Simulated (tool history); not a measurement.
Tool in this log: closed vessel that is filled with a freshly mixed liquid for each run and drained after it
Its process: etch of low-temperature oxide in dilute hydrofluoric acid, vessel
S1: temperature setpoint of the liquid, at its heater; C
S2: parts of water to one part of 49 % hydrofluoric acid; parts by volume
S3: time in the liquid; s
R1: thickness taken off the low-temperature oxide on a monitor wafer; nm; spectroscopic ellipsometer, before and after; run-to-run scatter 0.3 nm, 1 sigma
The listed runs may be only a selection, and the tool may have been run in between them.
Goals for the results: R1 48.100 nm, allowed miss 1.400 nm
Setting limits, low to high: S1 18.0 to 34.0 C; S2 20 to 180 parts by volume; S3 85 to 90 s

run    day    S1   S2  S3      R1
  1  0.000  26.0  100  85  17.413
  2  0.233  27.5   85  85  22.154
  3  0.275  27.5   60  85  32.792
  4  0.479  29.0   55  85  38.347
  5  0.629  30.0   55  85  39.525
  6  0.817  31.0   55  85  41.106
  7  1.133  31.5   55  85  41.917
  8  1.262  32.0   55  85  42.649
  9  1.542  32.5   55  85  43.455
 10  1.900  33.0   55  85  43.925
 11  1.938  34.0   50  85  51.383

Exactly one of the 4 candidate moves below puts every result within its allowed miss. Which one?
  A  1.975  33.5  50  90   ?
  B  1.975  34.0  55  90   ?
  C  1.975  33.5  45  85   ?
  D  1.975  34.0  50  90   ?

move      R1
   A  52.411
   B  48.127
   C  55.480
   D  53.415
A: further off than the last run
B: each result inside its tolerance
C: further off than the last run
D: further off than the last run
Move B is the one to make.
